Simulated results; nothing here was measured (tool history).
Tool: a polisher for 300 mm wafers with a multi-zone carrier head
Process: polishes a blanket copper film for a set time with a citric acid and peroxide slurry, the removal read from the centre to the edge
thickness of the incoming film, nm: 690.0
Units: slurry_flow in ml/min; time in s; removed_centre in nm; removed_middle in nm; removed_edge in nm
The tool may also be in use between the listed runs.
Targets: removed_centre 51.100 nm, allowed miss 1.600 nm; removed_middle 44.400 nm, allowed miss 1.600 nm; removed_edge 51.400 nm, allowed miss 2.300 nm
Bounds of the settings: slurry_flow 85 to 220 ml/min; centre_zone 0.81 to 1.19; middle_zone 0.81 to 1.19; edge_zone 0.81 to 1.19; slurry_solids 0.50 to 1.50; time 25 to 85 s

run,hour,slurry_flow,centre_zone,middle_zone,edge_zone,slurry_solids,time,removed_centre,removed_middle,removed_edge
1,0.0,140,1.00,1.00,1.00,1.00,55,86.590,83.635,81.544
2,7.3,135,0.99,0.97,1.00,0.90,52,76.411,75.187,74.268
3,9.5,130,1.00,0.94,1.02,0.85,49,72.086,66.360,70.109
4,15.8,125,1.00,0.92,1.01,0.80,47,67.375,61.050,64.877
5,23.3,125,1.00,0.92,1.01,0.80,60,85.849,78.367,83.673
6,25.6,125,1.00,0.92,1.01,0.80,55,78.997,71.806,75.668
7,28.7,125,1.00,0.92,1.01,0.80,55,77.216,70.815,77.179
8,31.3,120,1.00,0.90,0.99,0.75,52,72.405,64.193,68.920
9,39.9,85,0.91,0.81,1.05,0.50,40,39.080,35.447,44.799
10,44.9,125,0.96,0.84,1.03,0.50,39,45.433,40.746,46.225
11,50.3,130,0.97,0.84,1.05,0.50,39,46.701,40.430,47.559
12,53.7,135,0.97,0.84,1.06,0.50,39,47.147,41.145,48.068
13,58.9,135,0.97,0.84,1.06,0.50,39,47.510,40.564,48.015
14,64.2,140,0.97,0.85,1.07,0.50,39,47.857,41.395,48.010
15,70.7,145,0.97,0.85,1.08,0.50,39,47.329,41.702,49.118
16,71.4,150,0.97,0.85,1.08,0.50,39,48.360,42.219,48.374
17,76.6,150,0.97,0.85,1.09,0.50,39,47.661,42.507,49.024
18,78.7,155,0.97,0.85,1.09,0.50,39,47.656,43.545,49.610
19,85.3,155,0.98,0.85,1.09,0.50,39,48.801,41.758,50.312
20,87.7,160,0.98,0.85,1.09,0.50,39,49.840,43.047,50.387
21,92.7,160,0.98,0.85,1.09,0.50,39,49.135,42.955,50.705
22,93.8,160,0.98,0.85,1.09,0.50,39,49.462,42.464,49.766

4 next moves are on the table. One of them brings every result within its allowed miss. Which?
A,94.9,165,0.99,0.90,1.08,0.55,36,?,?,?
B,94.9,170,0.98,0.93,1.01,0.55,37,?,?,?
C,94.9,130,1.00,0.87,1.08,0.50,42,?,?,?
D,94.9,200,0.92,0.85,1.03,0.50,38,?,?,?

move,removed_centre,removed_middle,removed_edge
A,47.807,43.100,48.511
B,48.942,45.778,48.410
C,51.340,44.846,52.683
D,46.852,43.255,49.445
A: brings the result that was furthest off to its target, and leaves another outside
B: brings the result that was furthest off to its target, and leaves another outside
C: meets every target
D: brings the result that was furthest off to its target, and leaves another outside
Move C is the one to make.
